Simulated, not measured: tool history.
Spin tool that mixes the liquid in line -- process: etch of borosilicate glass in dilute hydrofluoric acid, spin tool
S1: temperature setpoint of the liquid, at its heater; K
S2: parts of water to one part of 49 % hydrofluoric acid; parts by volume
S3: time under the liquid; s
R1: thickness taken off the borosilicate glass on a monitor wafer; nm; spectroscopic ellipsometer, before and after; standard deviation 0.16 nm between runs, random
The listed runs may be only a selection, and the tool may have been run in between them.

run	hour	S1	S2	S3	R1
1	0	295.15	165	270	34.526
2	2.9	292.65	165	270	31.128
3	6	295.65	165	270	35.161
4	7	295.65	165	290	38.197
5	16	295.65	165	290	37.603
6	24.3	292.65	165	290	33.814
7	30.8	292.15	180	290	29.443
8	35.3	291.65	190	290	27.752
9	43.8	291.15	200	290	24.99
10	46.6	291.15	205	290	24.711
11	48.9	291.15	210	290	24.006

Run 12 has not been measured yet. What should we expect?
12	56.6	291.15	215	290	?

Run 12 gave R1 23.494 nm.
